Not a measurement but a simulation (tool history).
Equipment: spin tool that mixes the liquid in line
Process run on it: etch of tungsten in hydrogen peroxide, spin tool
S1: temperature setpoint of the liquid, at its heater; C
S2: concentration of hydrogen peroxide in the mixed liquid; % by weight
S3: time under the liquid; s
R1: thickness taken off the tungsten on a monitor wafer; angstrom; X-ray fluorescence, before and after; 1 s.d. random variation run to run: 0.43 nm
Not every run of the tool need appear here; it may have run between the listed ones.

{"run": 1, "hour": 0.0, "S1": 52.0, "S2": 20.0, "S3": 15, "R1": 326.66}
{"run": 2, "hour": 3.7, "S1": 52.0, "S2": 18.0, "S3": 15, "R1": 306.86}
{"run": 3, "hour": 9.6, "S1": 52.0, "S2": 14.0, "S3": 15, "R1": 268.31}
{"run": 4, "hour": 17.5, "S1": 54.5, "S2": 14.0, "S3": 15, "R1": 318.38}
{"run": 5, "hour": 20.8, "S1": 54.5, "S2": 15.5, "S3": 15, "R1": 332.57}
{"run": 6, "hour": 28.5, "S1": 54.5, "S2": 12.0, "S3": 15, "R1": 295.15}

Run 7 comes next. What will it give?
{"run": 7, "hour": 32.4, "S1": 56.5, "S2": 12.0, "S3": 15, "R1": "?"}

{"run 7": {"R1": 331.25}}
